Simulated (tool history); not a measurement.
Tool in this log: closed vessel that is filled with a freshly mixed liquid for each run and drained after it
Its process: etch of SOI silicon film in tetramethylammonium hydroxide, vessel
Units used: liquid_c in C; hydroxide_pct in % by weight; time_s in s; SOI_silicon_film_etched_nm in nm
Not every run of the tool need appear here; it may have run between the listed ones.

run	day	liquid_c	hydroxide_pct	time_s	SOI_silicon_film_etched_nm
1	0	60	14	90	317.99
2	0.258	62	14	90	359.53
3	0.4	59	14	90	295.39
4	0.667	59	14	90	299.18
5	0.833	59	16.5	90	275.06
6	0.888	61.5	16.5	90	327.52
7	1.133	63.5	16.5	90	360.76
8	1.358	65	16.5	90	399.47

Estimate the outcome of run 9 from the log above:
9	1.529	66.5	16.5	90	?

{"run 9": {"SOI_silicon_film_etched_nm": 438.38}}
